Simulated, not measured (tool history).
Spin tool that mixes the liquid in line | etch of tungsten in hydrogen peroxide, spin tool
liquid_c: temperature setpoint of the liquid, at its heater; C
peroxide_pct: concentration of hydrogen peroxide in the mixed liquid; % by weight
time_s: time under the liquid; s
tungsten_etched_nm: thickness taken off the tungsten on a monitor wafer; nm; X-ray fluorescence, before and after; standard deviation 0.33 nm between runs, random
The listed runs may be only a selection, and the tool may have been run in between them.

run 1 hour=0.0 | liquid_c=50.0 peroxide_pct=15.5 time_s=15 | tungsten_etched_nm=16.386
run 2 hour=6.9 | liquid_c=52.5 peroxide_pct=15.5 time_s=15 | tungsten_etched_nm=19.247
run 3 hour=11.8 | liquid_c=48.0 peroxide_pct=15.5 time_s=15 | tungsten_etched_nm=14.533
run 4 hour=12.8 | liquid_c=54.0 peroxide_pct=15.5 time_s=15 | tungsten_etched_nm=21.230
run 5 hour=14.8 | liquid_c=55.5 peroxide_pct=15.5 time_s=15 | tungsten_etched_nm=23.021
run 6 hour=20.0 | liquid_c=55.5 peroxide_pct=15.5 time_s=15 | tungsten_etched_nm=23.280

For run 7, what comes out?
run 7 hour=28.2 | liquid_c=57.0 peroxide_pct=15.5 time_s=15 | tungsten_etched_nm=?

{"run 7": {"tungsten_etched_nm": 25.395}}
